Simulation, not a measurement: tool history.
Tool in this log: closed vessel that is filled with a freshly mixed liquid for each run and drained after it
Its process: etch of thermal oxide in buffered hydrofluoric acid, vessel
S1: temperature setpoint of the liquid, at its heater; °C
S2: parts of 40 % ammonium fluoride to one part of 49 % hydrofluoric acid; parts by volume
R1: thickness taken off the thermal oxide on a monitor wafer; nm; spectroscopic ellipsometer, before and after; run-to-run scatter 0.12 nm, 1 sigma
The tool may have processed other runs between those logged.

{"run": 1, "hour": 0.0, "S1": 25.0, "S2": 14.5, "time in the liquid (s)": 35, "R1": 29.993}
{"run": 2, "hour": 7.3, "S1": 26.5, "S2": 14.5, "time in the liquid (s)": 35, "R1": 32.269}
{"run": 3, "hour": 10.0, "S1": 30.0, "S2": 14.5, "time in the liquid (s)": 35, "R1": 39.258}
{"run": 4, "hour": 19.1, "S1": 28.5, "S2": 14.5, "time in the liquid (s)": 35, "R1": 35.882}
{"run": 5, "hour": 20.8, "S1": 27.0, "S2": 14.5, "time in the liquid (s)": 35, "R1": 33.499}
{"run": 6, "hour": 30.0, "S1": 24.0, "S2": 14.5, "time in the liquid (s)": 35, "R1": 28.192}
{"run": 7, "hour": 38.0, "S1": 23.0, "S2": 14.5, "time in the liquid (s)": 35, "R1": 27.005}
{"run": 8, "hour": 47.3, "S1": 22.0, "S2": 14.5, "time in the liquid (s)": 35, "R1": 25.608}

Predict the results of run 9:
{"run": 9, "hour": 50.6, "S1": 21.5, "S2": 14.5, "time in the liquid (s)": 35, "R1": "?"}

{"run 9": {"R1": 24.752}}
